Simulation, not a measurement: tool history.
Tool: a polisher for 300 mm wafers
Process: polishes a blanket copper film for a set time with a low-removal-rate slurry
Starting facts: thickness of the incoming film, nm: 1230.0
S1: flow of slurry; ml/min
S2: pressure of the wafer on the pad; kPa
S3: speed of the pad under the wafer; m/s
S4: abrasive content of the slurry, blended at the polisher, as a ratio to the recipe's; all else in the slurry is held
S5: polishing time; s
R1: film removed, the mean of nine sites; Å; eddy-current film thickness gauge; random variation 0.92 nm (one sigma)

run 1 hour=0 | S1=145 S2=17.2 S3=1.4 S4=1 S5=59 | R1=2345
run 2 hour=6.8 | S1=180 S2=17.2 S3=1.4 S4=1 S5=59 | R1=2448.4
run 3 hour=9.3 | S1=170 S2=15.2 S3=1.38 S4=1 S5=59 | R1=2153.1
run 4 hour=16.3 | S1=170 S2=15.2 S3=1.54 S4=1 S5=59 | R1=2413.6
run 5 hour=24.2 | S1=170 S2=17.2 S3=1.54 S4=1 S5=59 | R1=2636.9
run 6 hour=25.1 | S1=205 S2=17.2 S3=1.54 S4=1 S5=59 | R1=2707.3
run 7 hour=33.1 | S1=205 S2=15.2 S3=1.44 S4=1 S5=59 | R1=2325.3
run 8 hour=34.7 | S1=195 S2=13.8 S3=1.36 S4=1 S5=59 | R1=2044.8
run 9 hour=40.8 | S1=190 S2=12.4 S3=1.3 S4=1 S5=59 | R1=1791.3
run 10 hour=42.5 | S1=185 S2=11 S3=1.28 S4=1 S5=59 | R1=1652

Predict the results of run 11:
run 11 hour=48 | S1=155 S2=7.6 S3=1.14 S4=1 S5=59 | R1=?

R1: 1137.5 Å
